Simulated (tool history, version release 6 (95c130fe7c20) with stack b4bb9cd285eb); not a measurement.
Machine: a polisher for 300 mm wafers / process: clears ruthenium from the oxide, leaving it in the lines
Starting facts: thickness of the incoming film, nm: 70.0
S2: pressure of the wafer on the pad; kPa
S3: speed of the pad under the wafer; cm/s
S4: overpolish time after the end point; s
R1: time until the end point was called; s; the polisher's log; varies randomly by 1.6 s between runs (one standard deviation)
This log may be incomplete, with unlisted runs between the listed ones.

{"run": 1, "day": 0.0, "flow of slurry (ml/min)": 140, "S2": 11, "S3": 78, "S4": 5, "R1": 99.964}
{"run": 2, "day": 0.171, "flow of slurry (ml/min)": 140, "S2": 11, "S3": 96, "S4": 5, "R1": 81.369}
{"run": 3, "day": 0.317, "flow of slurry (ml/min)": 160, "S2": 11, "S3": 96, "S4": 5, "R1": 80.849}
{"run": 4, "day": 0.367, "flow of slurry (ml/min)": 160, "S2": 9.7, "S3": 96, "S4": 5, "R1": 92.028}
{"run": 5, "day": 0.55, "flow of slurry (ml/min)": 160, "S2": 9.7, "S3": 112, "S4": 5, "R1": 78.173}
{"run": 6, "day": 0.875, "flow of slurry (ml/min)": 135, "S2": 9.7, "S3": 112, "S4": 5, "R1": 80.452}
{"run": 7, "day": 0.917, "flow of slurry (ml/min)": 135, "S2": 9, "S3": 110, "S4": 5, "R1": 87.731}

The next listed run, before its measurement:
{"run": 8, "day": 1.221, "flow of slurry (ml/min)": 135, "S2": 8.3, "S3": 108, "S4": 5, "R1": "?"}

{"run 8": {"R1": 96.616}}
